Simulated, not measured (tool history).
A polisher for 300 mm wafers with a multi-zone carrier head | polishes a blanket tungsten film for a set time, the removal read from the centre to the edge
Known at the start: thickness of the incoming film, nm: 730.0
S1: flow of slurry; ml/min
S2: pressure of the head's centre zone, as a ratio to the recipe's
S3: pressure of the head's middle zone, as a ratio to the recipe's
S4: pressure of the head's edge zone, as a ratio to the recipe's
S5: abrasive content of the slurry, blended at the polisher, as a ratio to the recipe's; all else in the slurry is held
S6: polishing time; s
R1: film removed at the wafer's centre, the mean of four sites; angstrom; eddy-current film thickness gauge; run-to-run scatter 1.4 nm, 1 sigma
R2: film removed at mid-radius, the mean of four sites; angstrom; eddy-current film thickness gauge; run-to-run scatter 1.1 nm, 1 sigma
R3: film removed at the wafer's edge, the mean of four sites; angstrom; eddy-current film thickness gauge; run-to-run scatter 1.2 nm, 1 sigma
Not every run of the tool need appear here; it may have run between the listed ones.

{"run": 1, "hour": 0.0, "S1": 175, "S2": 1.0, "S3": 1.0, "S4": 1.0, "S5": 1.0, "S6": 41, "R1": 2033.6, "R2": 1827.2, "R3": 1830.6}
{"run": 2, "hour": 7.5, "S1": 215, "S2": 1.0, "S3": 1.0, "S4": 1.0, "S5": 1.0, "S6": 41, "R1": 2082.9, "R2": 1864.5, "R3": 1843.4}
{"run": 3, "hour": 10.7, "S1": 215, "S2": 1.0, "S3": 1.03, "S4": 1.0, "S5": 1.0, "S6": 41, "R1": 2064.7, "R2": 1952.7, "R3": 1906.0}
{"run": 4, "hour": 16.8, "S1": 215, "S2": 0.97, "S3": 1.03, "S4": 1.0, "S5": 1.0, "S6": 41, "R1": 2051.8, "R2": 1934.6, "R3": 1893.5}
{"hour": 17.6, "done": "centre zone pressure recalibrated"}
{"run": 5, "hour": 17.6, "S1": 200, "S2": 0.93, "S3": 0.98, "S4": 0.99, "S5": 0.85, "S6": 40, "R1": 1738.1, "R2": 1723.2, "R3": 1753.1}
{"run": 6, "hour": 19.9, "S1": 190, "S2": 0.95, "S3": 0.94, "S4": 0.97, "S5": 0.75, "S6": 39, "R1": 1643.5, "R2": 1611.2, "R3": 1654.2}

Run 7, settings as shown, results not yet in. Your forecast:
{"run": 7, "hour": 20.8, "S1": 180, "S2": 0.98, "S3": 0.91, "S4": 0.98, "S5": 0.7, "S6": 38, "R1": "?", "R2": "?", "R3": "?"}

{"run 7": {"R1": 1615.6, "R2": 1466.8, "R3": 1598.4}}
